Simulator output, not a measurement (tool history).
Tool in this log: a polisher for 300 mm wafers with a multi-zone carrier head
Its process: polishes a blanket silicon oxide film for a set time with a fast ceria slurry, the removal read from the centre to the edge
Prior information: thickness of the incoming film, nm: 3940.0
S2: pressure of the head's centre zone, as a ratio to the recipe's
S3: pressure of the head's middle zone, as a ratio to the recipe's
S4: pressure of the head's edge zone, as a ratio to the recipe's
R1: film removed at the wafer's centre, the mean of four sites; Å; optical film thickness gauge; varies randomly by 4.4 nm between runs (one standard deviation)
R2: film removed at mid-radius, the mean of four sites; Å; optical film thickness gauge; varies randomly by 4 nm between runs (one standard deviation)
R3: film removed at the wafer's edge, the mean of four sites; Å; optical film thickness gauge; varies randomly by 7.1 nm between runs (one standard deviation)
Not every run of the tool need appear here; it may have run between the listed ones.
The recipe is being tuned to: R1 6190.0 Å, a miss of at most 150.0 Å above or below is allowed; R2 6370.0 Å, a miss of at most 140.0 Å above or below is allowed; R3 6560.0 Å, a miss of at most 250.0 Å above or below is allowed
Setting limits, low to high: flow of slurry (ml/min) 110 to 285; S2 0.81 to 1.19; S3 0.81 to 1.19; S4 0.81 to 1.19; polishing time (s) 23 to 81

{"run": 1, "hour": 0.0, "flow of slurry (ml/min)": 180, "S2": 1.0, "S3": 1.0, "S4": 1.0, "polishing time (s)": 52, "R1": 7143.4, "R2": 7020.6, "R3": 7024.7}
{"run": 2, "hour": 7.5, "flow of slurry (ml/min)": 205, "S2": 1.0, "S3": 1.0, "S4": 1.0, "polishing time (s)": 52, "R1": 7238.8, "R2": 7133.8, "R3": 7352.7}
{"run": 3, "hour": 13.4, "flow of slurry (ml/min)": 195, "S2": 0.99, "S3": 0.99, "S4": 1.0, "polishing time (s)": 52, "R1": 7093.8, "R2": 7169.6, "R3": 7149.3}
{"run": 4, "hour": 16.6, "flow of slurry (ml/min)": 195, "S2": 0.99, "S3": 0.99, "S4": 1.0, "polishing time (s)": 45, "R1": 6223.9, "R2": 6159.4, "R3": 6236.8}
{"run": 5, "hour": 24.8, "flow of slurry (ml/min)": 195, "S2": 1.06, "S3": 0.99, "S4": 1.0, "polishing time (s)": 45, "R1": 6439.3, "R2": 6133.5, "R3": 6331.7}
{"run": 6, "hour": 28.8, "flow of slurry (ml/min)": 195, "S2": 1.06, "S3": 0.99, "S4": 0.97, "polishing time (s)": 45, "R1": 6426.2, "R2": 6141.0, "R3": 6159.6}
{"run": 7, "hour": 31.4, "flow of slurry (ml/min)": 200, "S2": 1.04, "S3": 0.99, "S4": 0.98, "polishing time (s)": 45, "R1": 6437.0, "R2": 6147.6, "R3": 6098.0}
{"run": 8, "hour": 35.0, "flow of slurry (ml/min)": 200, "S2": 1.03, "S3": 1.0, "S4": 0.99, "polishing time (s)": 45, "R1": 6376.2, "R2": 6258.4, "R3": 6188.8}
{"run": 9, "hour": 42.2, "flow of slurry (ml/min)": 200, "S2": 1.02, "S3": 1.0, "S4": 1.0, "polishing time (s)": 45, "R1": 6337.5, "R2": 6252.7, "R3": 6230.1}

Exercise: of the 4 proposed moves below, exactly one satisfies all targets within the stated allowed misses. Which move is it?
{"run": "A", "hour": 49.4, "flow of slurry (ml/min)": 150, "S2": 1.0, "S3": 0.89, "S4": 0.96, "polishing time (s)": 50, "R1": "?", "R2": "?", "R3": "?"}
{"run": "B", "hour": 49.4, "flow of slurry (ml/min)": 175, "S2": 1.02, "S3": 1.09, "S4": 0.99, "polishing time (s)": 45, "R1": "?", "R2": "?", "R3": "?"}
{"run": "C", "hour": 49.4, "flow of slurry (ml/min)": 180, "S2": 1.06, "S3": 1.08, "S4": 0.92, "polishing time (s)": 45, "R1": "?", "R2": "?", "R3": "?"}
{"run": "D", "hour": 49.4, "flow of slurry (ml/min)": 165, "S2": 0.95, "S3": 1.01, "S4": 1.06, "polishing time (s)": 47, "R1": "?", "R2": "?", "R3": "?"}

move=A R1=6713.2 R2=6175.9 R3=6607.5
move=B R1=6271.1 R2=6411.5 R3=6119.3
move=C R1=6447.3 R2=6398.7 R3=5928.0
move=D R1=6217.6 R2=6340.2 R3=6574.4
A: brings the result that was furthest off to its target, and leaves another outside
B: misses by more than the last run did
C: misses by more than the last run did
D: all results in spec
Move D is the one to make.

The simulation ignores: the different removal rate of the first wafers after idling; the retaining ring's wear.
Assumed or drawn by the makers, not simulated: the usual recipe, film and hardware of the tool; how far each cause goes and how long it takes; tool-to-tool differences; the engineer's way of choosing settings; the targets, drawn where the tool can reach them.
